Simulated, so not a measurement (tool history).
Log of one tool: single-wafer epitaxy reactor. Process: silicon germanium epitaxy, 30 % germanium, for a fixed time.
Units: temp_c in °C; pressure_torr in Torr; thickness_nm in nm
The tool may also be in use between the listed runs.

run  hour  temp_c  pressure_torr  thickness_nm
  1   0.0     615           21.4        84.580
  2   7.1     624           21.4        96.491
  3  15.3     618           21.1        87.847
  4  21.5     624           21.1        95.888
  5  22.2     618           20.8        87.562
  6  28.0     607           20.8        73.714
  7  28.7     605           20.7        70.801
  8  33.6     604           20.7        69.799

The next listed run, before its measurement:
  9  34.6     603           20.7             ?

{"run 9": {"thickness_nm": 68.59}}

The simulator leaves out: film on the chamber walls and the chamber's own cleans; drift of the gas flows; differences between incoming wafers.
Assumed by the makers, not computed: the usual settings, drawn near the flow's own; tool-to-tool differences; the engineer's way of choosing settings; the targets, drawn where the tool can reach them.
